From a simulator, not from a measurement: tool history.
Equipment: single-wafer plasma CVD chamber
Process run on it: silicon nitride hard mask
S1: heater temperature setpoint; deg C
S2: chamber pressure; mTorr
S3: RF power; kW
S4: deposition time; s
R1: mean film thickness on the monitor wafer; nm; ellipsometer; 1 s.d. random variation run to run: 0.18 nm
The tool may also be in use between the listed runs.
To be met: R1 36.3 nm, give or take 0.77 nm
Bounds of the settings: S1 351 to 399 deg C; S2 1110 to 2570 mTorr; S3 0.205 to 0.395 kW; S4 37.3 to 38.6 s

run	day	S1	S2	S3	S4	R1
1	0	375	1840	0.3	37.3	44.706
2	0.042	375	1840	0.27	37.3	40.827
3	0.304	375	1700	0.265	37.3	38.825
4	0.588	375	1630	0.265	37.3	38.486
5	0.767	375	1560	0.265	37.3	37.984
6	1.008	375	1510	0.265	37.3	37.756
7	1.112	375	1300	0.255	37.3	34.359
8	1.392	375	1350	0.255	37.3	35.26
9	1.571	375	1380	0.255	37.3	35.173
10	1.671	375	1410	0.255	37.3	35.318
11	1.792	375	1550	0.26	37.3	37.142

Which one of the following 4 next-run settings gets every result inside its allowed miss? There is exactly one.
A	1.912	381	1580	0.27	37.3	?
B	1.912	377	1550	0.235	37.8	?
C	1.912	372	1550	0.25	38.1	?
D	1.912	373	1460	0.245	37.3	?

move	R1
A	38.579
B	33.866
C	36.494
D	34.36
A: its largest miss is bigger than the last run's
B: takes the result that was furthest off past its target
C: each result inside its tolerance
D: takes the result that was furthest off past its target
Move C is the one to make.

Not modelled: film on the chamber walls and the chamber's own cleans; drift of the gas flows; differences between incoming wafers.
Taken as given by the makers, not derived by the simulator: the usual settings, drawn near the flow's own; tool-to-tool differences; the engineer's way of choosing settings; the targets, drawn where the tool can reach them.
